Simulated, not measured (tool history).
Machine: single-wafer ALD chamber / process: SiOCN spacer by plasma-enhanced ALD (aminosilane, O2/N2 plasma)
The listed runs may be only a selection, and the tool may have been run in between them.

run	hour	heater temperature setpoint (deg C)	number of ALD cycles (cycles)	mean film thickness on the monitor wafer (nm)
1	0	380	51	3.2261
2	4.5	380	52	3.2812
3	6.6	380	53	3.3551
4	14	380	54	3.3941
5	17.5	380	55	3.4624
6	21	380	51	3.2116

What will run 7 give?
7	25.6	380	52	?

{"run 7": {"mean film thickness on the monitor wafer (nm)": 3.2575}}

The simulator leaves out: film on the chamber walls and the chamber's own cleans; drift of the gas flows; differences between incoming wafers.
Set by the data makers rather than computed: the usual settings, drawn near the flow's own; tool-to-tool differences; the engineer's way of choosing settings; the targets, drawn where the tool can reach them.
